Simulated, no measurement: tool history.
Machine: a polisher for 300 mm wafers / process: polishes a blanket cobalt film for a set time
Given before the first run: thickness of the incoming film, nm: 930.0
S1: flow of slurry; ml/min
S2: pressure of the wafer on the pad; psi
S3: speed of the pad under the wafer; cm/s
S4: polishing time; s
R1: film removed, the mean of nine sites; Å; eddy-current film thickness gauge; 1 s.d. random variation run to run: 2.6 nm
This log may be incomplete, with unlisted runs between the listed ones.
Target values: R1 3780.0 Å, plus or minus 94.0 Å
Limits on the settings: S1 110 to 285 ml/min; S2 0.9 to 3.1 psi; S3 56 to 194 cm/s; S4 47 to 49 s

{"run": 1, "hour": 0.0, "S1": 180, "S2": 2.0, "S3": 124, "S4": 47, "R1": 2803.4}
{"run": 2, "hour": 6.1, "S1": 185, "S2": 2.1, "S3": 124, "S4": 47, "R1": 2949.2}
{"run": 3, "hour": 8.1, "S1": 185, "S2": 2.1, "S3": 124, "S4": 49, "R1": 3063.1}
{"run": 4, "hour": 15.7, "S1": 185, "S2": 1.7, "S3": 124, "S4": 49, "R1": 2658.8}
{"run": 5, "hour": 24.1, "S1": 185, "S2": 1.7, "S3": 104, "S4": 49, "R1": 2244.2}
{"run": 6, "hour": 30.9, "S1": 190, "S2": 1.9, "S3": 104, "S4": 49, "R1": 2416.8}
{"run": 7, "hour": 39.7, "S1": 190, "S2": 2.1, "S3": 104, "S4": 49, "R1": 2616.4}
{"run": 8, "hour": 47.2, "S1": 195, "S2": 2.2, "S3": 104, "S4": 49, "R1": 2686.4}
{"run": 9, "hour": 52.8, "S1": 195, "S2": 2.3, "S3": 104, "S4": 49, "R1": 2776.1}
{"run": 10, "hour": 61.5, "S1": 235, "S2": 2.9, "S3": 106, "S4": 49, "R1": 3490.0}
{"run": 11, "hour": 69.7, "S1": 235, "S2": 3.0, "S3": 106, "S4": 49, "R1": 3600.2}

Which one of the following 4 next-run settings gets every result inside its allowed miss? There is exactly one.
{"run": "A", "hour": 77.9, "S1": 230, "S2": 2.7, "S3": 128, "S4": 49, "R1": "?"}
{"run": "B", "hour": 77.9, "S1": 245, "S2": 2.8, "S3": 130, "S4": 48, "R1": "?"}
{"run": "C", "hour": 77.9, "S1": 155, "S2": 2.7, "S3": 134, "S4": 48, "R1": "?"}
{"run": "D", "hour": 77.9, "S1": 255, "S2": 2.2, "S3": 150, "S4": 49, "R1": "?"}

move=A R1=3957.1
move=B R1=4078.5
move=C R1=3816.3
move=D R1=3994.6
A: pushes the last run's worst result past its target
B: pushes the last run's worst result past its target
C: hits every target within its allowed miss
D: pushes the last run's worst result past its target
The right move is C.
